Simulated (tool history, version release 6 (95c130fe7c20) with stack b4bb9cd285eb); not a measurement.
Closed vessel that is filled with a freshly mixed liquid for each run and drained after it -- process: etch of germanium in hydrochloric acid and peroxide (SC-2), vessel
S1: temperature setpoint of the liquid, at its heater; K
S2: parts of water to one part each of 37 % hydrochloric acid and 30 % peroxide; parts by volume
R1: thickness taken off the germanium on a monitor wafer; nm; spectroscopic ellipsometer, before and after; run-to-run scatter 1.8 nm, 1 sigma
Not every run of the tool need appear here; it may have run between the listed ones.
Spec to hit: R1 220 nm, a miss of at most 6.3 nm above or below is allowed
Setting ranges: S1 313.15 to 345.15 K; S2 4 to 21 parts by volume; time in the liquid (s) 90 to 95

{"run": 1, "hour": 0.0, "S1": 329.15, "S2": 11.5, "time in the liquid (s)": 90, "R1": 176.28}
{"run": 2, "hour": 3.7, "S1": 330.15, "S2": 11.5, "time in the liquid (s)": 90, "R1": 182.07}
{"run": 3, "hour": 11.4, "S1": 325.65, "S2": 11.5, "time in the liquid (s)": 90, "R1": 159.31}
{"run": 4, "hour": 12.8, "S1": 319.65, "S2": 11.5, "time in the liquid (s)": 90, "R1": 131.13}
{"run": 5, "hour": 14.4, "S1": 319.65, "S2": 11.5, "time in the liquid (s)": 90, "R1": 129.57}
{"run": 6, "hour": 17.3, "S1": 319.65, "S2": 7.5, "time in the liquid (s)": 90, "R1": 134.02}
{"run": 7, "hour": 24.9, "S1": 322.15, "S2": 7.5, "time in the liquid (s)": 90, "R1": 143.84}
{"run": 8, "hour": 27.9, "S1": 322.15, "S2": 7.5, "time in the liquid (s)": 90, "R1": 145.47}
{"run": 9, "hour": 34.7, "S1": 324.15, "S2": 7.5, "time in the liquid (s)": 90, "R1": 156.7}
{"run": 10, "hour": 39.6, "S1": 325.65, "S2": 7.5, "time in the liquid (s)": 90, "R1": 163.79}
{"run": 11, "hour": 48.0, "S1": 333.65, "S2": 6.5, "time in the liquid (s)": 90, "R1": 211.03}
{"run": 12, "hour": 56.1, "S1": 333.65, "S2": 6.5, "time in the liquid (s)": 90, "R1": 209.62}

Which of these 4 next moves meets every target?
{"run": "A", "hour": 64.2, "S1": 331.65, "S2": 7, "time in the liquid (s)": 90, "R1": "?"}
{"run": "B", "hour": 64.2, "S1": 333.15, "S2": 7.5, "time in the liquid (s)": 90, "R1": "?"}
{"run": "C", "hour": 64.2, "S1": 332.15, "S2": 6, "time in the liquid (s)": 90, "R1": "?"}
{"run": "D", "hour": 64.2, "S1": 335.15, "S2": 7, "time in the liquid (s)": 90, "R1": "?"}

move=A R1=196.59
move=B R1=204.66
move=C R1=201.29
move=D R1=218.19
A: misses by more than the last run did
B: misses by more than the last run did
C: misses by more than the last run did
D: each result inside its tolerance
Correct choice: D, which meets every target
